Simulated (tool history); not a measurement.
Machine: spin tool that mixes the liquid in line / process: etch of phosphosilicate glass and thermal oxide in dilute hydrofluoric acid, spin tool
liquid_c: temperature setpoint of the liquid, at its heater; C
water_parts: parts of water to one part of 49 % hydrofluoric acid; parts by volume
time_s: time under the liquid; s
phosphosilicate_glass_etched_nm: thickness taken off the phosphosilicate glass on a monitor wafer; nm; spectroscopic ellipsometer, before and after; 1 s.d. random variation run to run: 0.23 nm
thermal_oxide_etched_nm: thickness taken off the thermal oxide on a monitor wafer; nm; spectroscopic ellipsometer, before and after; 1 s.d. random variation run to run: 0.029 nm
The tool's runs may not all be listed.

run,hour,liquid_c,water_parts,time_s,phosphosilicate_glass_etched_nm,thermal_oxide_etched_nm
1,0.0,24.0,45,40,53.505,4.4252
2,8.4,24.5,45,40,55.009,4.5080
3,11.1,24.5,50,40,49.032,4.0208
4,12.3,25.0,50,40,49.982,4.1382
5,21.1,25.5,50,40,50.857,4.2316
6,23.1,26.0,50,40,51.586,4.2726
7,24.5,26.5,50,40,53.077,4.3449
8,30.6,27.0,50,40,54.144,4.4407

Expected results for the next run?
9,32.5,28.0,50,40,?,?

Run 9 gave phosphosilicate_glass_etched_nm 56.889 nm, thermal_oxide_etched_nm 4.6482 nm.
